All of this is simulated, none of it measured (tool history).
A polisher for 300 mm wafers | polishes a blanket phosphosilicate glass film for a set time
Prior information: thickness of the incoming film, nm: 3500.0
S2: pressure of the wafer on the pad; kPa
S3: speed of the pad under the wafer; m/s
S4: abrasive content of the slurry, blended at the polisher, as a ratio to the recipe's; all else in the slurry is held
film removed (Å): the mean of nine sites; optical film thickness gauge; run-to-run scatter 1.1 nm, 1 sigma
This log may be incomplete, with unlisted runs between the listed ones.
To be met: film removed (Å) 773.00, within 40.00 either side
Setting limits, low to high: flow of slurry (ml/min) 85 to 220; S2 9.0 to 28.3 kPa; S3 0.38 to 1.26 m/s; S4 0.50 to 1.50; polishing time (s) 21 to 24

{"run": 1, "hour": 0.0, "flow of slurry (ml/min)": 140, "S2": 18.6, "S3": 0.82, "S4": 1.0, "polishing time (s)": 24, "film removed (Å)": 1297.2}
{"run": 2, "hour": 1.2, "flow of slurry (ml/min)": 120, "S2": 18.6, "S3": 0.82, "S4": 1.0, "polishing time (s)": 24, "film removed (Å)": 1251.7}
{"run": 3, "hour": 3.0, "flow of slurry (ml/min)": 140, "S2": 18.6, "S3": 0.82, "S4": 1.0, "polishing time (s)": 24, "film removed (Å)": 1292.1}
{"run": 4, "hour": 10.6, "flow of slurry (ml/min)": 140, "S2": 15.9, "S3": 0.8, "S4": 1.0, "polishing time (s)": 24, "film removed (Å)": 1080.6}
{"run": 5, "hour": 11.8, "flow of slurry (ml/min)": 170, "S2": 15.9, "S3": 0.8, "S4": 1.0, "polishing time (s)": 24, "film removed (Å)": 1151.8}
{"run": 6, "hour": 13.4, "flow of slurry (ml/min)": 165, "S2": 13.8, "S3": 0.8, "S4": 1.0, "polishing time (s)": 24, "film removed (Å)": 1012.6}
{"run": 7, "hour": 16.0, "flow of slurry (ml/min)": 165, "S2": 13.8, "S3": 0.8, "S4": 1.0, "polishing time (s)": 24, "film removed (Å)": 990.65}
{"run": 8, "hour": 23.7, "flow of slurry (ml/min)": 160, "S2": 13.1, "S3": 0.8, "S4": 1.0, "polishing time (s)": 24, "film removed (Å)": 935.16}
{"run": 9, "hour": 29.2, "flow of slurry (ml/min)": 150, "S2": 12.4, "S3": 0.8, "S4": 1.0, "polishing time (s)": 24, "film removed (Å)": 887.1}
{"run": 10, "hour": 37.3, "flow of slurry (ml/min)": 145, "S2": 11.7, "S3": 0.8, "S4": 1.0, "polishing time (s)": 24, "film removed (Å)": 830.12}

Of the 5 settings listed for the next run, only one would bring every result within its allowed miss of target. Which one?
{"run": "A", "hour": 45.4, "flow of slurry (ml/min)": 110, "S2": 9.0, "S3": 0.98, "S4": 1.3, "polishing time (s)": 21, "film removed (Å)": "?"}
{"run": "B", "hour": 45.4, "flow of slurry (ml/min)": 155, "S2": 11.0, "S3": 0.76, "S4": 1.15, "polishing time (s)": 21, "film removed (Å)": "?"}
{"run": "C", "hour": 45.4, "flow of slurry (ml/min)": 125, "S2": 14.5, "S3": 0.6, "S4": 1.05, "polishing time (s)": 21, "film removed (Å)": "?"}
{"run": "D", "hour": 45.4, "flow of slurry (ml/min)": 180, "S2": 13.8, "S3": 0.58, "S4": 0.95, "polishing time (s)": 22, "film removed (Å)": "?"}
{"run": "E", "hour": 45.4, "flow of slurry (ml/min)": 125, "S2": 14.5, "S3": 0.94, "S4": 0.7, "polishing time (s)": 22, "film removed (Å)": "?"}

move=A film_removed_(Å)=682.62
move=B film_removed_(Å)=688.61
move=C film_removed_(Å)=673.82
move=D film_removed_(Å)=661.75
move=E film_removed_(Å)=761.84
A: takes the biggest miss from the last run beyond its target
B: takes the biggest miss from the last run beyond its target
C: takes the biggest miss from the last run beyond its target
D: takes the biggest miss from the last run beyond its target
E: every result within its allowed miss
E meets every target.

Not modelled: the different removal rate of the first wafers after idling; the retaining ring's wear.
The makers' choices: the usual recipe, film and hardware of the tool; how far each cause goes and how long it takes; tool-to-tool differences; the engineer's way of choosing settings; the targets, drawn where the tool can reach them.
